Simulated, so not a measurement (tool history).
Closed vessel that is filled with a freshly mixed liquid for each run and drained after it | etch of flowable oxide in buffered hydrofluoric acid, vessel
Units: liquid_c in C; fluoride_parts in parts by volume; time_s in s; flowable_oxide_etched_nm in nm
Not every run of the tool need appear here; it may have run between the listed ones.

{"run": 1, "hour": 0.0, "liquid_c": 22.0, "fluoride_parts": 7.5, "time_s": 90, "flowable_oxide_etched_nm": 231.63}
{"run": 2, "hour": 2.5, "liquid_c": 22.0, "fluoride_parts": 7.5, "time_s": 90, "flowable_oxide_etched_nm": 233.26}
{"run": 3, "hour": 4.9, "liquid_c": 20.5, "fluoride_parts": 8.0, "time_s": 90, "flowable_oxide_etched_nm": 200.69}
{"run": 4, "hour": 8.0, "liquid_c": 20.5, "fluoride_parts": 8.0, "time_s": 90, "flowable_oxide_etched_nm": 198.37}
{"run": 5, "hour": 10.5, "liquid_c": 20.5, "fluoride_parts": 9.5, "time_s": 90, "flowable_oxide_etched_nm": 173.45}
{"run": 6, "hour": 18.0, "liquid_c": 22.0, "fluoride_parts": 9.5, "time_s": 90, "flowable_oxide_etched_nm": 188.93}

Run 7, settings as shown, results not yet in. Your forecast:
{"hour": 24.4, "done": "hydrofluoric acid flow meter replaced"}
{"run": 7, "hour": 24.4, "liquid_c": 18.0, "fluoride_parts": 10.0, "time_s": 90, "flowable_oxide_etched_nm": "?"}

{"run 7": {"flowable_oxide_etched_nm": 152.14}}

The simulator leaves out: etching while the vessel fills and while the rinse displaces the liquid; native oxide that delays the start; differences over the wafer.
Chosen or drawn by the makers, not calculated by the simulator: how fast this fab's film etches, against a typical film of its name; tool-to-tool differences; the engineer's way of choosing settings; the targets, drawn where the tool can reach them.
